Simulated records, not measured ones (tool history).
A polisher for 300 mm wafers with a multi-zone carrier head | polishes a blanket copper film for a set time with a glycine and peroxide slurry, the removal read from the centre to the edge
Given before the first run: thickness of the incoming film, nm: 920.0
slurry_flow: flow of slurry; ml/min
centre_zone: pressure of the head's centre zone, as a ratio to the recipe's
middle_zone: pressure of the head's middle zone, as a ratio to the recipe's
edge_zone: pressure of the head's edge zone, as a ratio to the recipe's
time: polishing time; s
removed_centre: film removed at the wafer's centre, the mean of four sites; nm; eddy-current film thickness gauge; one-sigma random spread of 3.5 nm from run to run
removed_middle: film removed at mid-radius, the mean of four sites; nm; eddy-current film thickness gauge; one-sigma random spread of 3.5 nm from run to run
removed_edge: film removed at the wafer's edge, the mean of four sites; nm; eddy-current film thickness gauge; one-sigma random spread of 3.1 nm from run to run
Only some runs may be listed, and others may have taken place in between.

| run | hour | slurry_flow | centre_zone | middle_zone | edge_zone | time | removed_centre | removed_middle | removed_edge |
|---|---|---|---|---|---|---|---|---|---|
| 1 | 0.0 | 145 | 1.00 | 1.00 | 1.00 | 34 | 206.75 | 209.92 | 203.56 |
| 2 | 3.9 | 145 | 1.00 | 1.00 | 1.00 | 27 | 162.79 | 167.77 | 164.05 |
| 3 | 12.5 | 115 | 1.00 | 1.00 | 1.00 | 27 | 153.12 | 154.28 | 157.61 |
| 4 | 16.6 | 115 | 1.04 | 1.00 | 1.00 | 27 | 157.88 | 158.48 | 157.48 |
| 5 | 25.5 | 115 | 1.04 | 1.00 | 1.03 | 27 | 157.03 | 158.04 | 157.51 |
| 6 | 30.7 | 115 | 1.04 | 0.96 | 1.03 | 27 | 156.82 | 150.34 | 159.26 |
| 7 | 32.6 | 155 | 1.00 | 1.06 | 1.13 | 37 | 228.21 | 241.37 | 236.55 |

The next listed run, before its measurement:
| 8 | 38.0 | 170 | 0.98 | 1.10 | 1.14 | 39 | ? | ? | ? |

removed_centre: 239.79 nm
removed_middle: 267.66 nm
removed_edge: 258.49 nm

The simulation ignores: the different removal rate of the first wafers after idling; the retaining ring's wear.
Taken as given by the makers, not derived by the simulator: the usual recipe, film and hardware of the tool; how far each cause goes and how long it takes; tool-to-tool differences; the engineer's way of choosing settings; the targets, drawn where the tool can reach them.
